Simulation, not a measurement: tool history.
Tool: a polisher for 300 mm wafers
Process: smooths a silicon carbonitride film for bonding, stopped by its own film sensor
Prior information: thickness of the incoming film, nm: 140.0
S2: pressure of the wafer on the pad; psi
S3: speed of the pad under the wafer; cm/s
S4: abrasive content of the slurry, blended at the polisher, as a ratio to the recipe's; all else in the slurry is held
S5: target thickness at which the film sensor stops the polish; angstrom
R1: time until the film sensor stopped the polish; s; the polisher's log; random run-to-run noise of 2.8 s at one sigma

Run 1, hour 0: flow of slurry (ml/min) 235, S2 2.4 psi, S3 110 cm/s, S4 1, S5 1000 angstrom. Result: R1 161.3 s.
Run 2, hour 5.1: flow of slurry (ml/min) 235, S2 2.2 psi, S3 110 cm/s, S4 1, S5 1000 angstrom. Result: R1 171.55 s.
Run 3, hour 11.1: flow of slurry (ml/min) 235, S2 2 psi, S3 110 cm/s, S4 1, S5 1000 angstrom. Result: R1 185.71 s.
Run 4, hour 17.1: flow of slurry (ml/min) 235, S2 1.9 psi, S3 110 cm/s, S4 1, S5 1000 angstrom. Result: R1 189.52 s.
At hour 25.9: worn pad replaced by a new one.
Run 5, hour 25.9: flow of slurry (ml/min) 235, S2 1.8 psi, S3 110 cm/s, S4 1, S5 1000 angstrom. Result: R1 181.36 s.
Run 6, hour 26.5: flow of slurry (ml/min) 235, S2 1.7 psi, S3 104 cm/s, S4 1, S5 1000 angstrom. Result: R1 198.98 s.
Run 7, hour 32.5: flow of slurry (ml/min) 235, S2 1.6 psi, S3 102 cm/s, S4 1, S5 1000 angstrom. Result: R1 204.15 s.

Estimate the outcome of run 8 from the log above:
Run 8, hour 33.4: flow of slurry (ml/min) 235, S2 1.5 psi, S3 98 cm/s, S4 1, S5 1000 angstrom. Result: R1 ?.

Run 8 came out at R1 220.97 s.
